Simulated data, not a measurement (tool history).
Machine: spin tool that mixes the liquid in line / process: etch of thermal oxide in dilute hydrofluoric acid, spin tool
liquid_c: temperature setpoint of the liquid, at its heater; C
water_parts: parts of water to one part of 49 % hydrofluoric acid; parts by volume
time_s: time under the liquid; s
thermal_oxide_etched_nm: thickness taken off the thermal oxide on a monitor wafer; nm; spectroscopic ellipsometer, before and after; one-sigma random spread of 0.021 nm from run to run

{"run": 1, "hour": 0.0, "liquid_c": 21, "water_parts": 50, "time_s": 15, "thermal_oxide_etched_nm": 1.4977}
{"run": 2, "hour": 4.9, "liquid_c": 23.5, "water_parts": 45, "time_s": 15, "thermal_oxide_etched_nm": 1.8875}
{"run": 3, "hour": 11.9, "liquid_c": 25, "water_parts": 45, "time_s": 15, "thermal_oxide_etched_nm": 1.9403}
{"run": 4, "hour": 16.7, "liquid_c": 26, "water_parts": 45, "time_s": 15, "thermal_oxide_etched_nm": 2.0221}
{"run": 5, "hour": 23.0, "liquid_c": 26, "water_parts": 45, "time_s": 15, "thermal_oxide_etched_nm": 2.0773}
{"run": 6, "hour": 29.5, "liquid_c": 26, "water_parts": 45, "time_s": 15, "thermal_oxide_etched_nm": 2.057}

Run 7 has not been measured yet. What should we expect?
{"run": 7, "hour": 32.1, "liquid_c": 27, "water_parts": 45, "time_s": 15, "thermal_oxide_etched_nm": "?"}

{"run 7": {"thermal_oxide_etched_nm": 2.1617}}
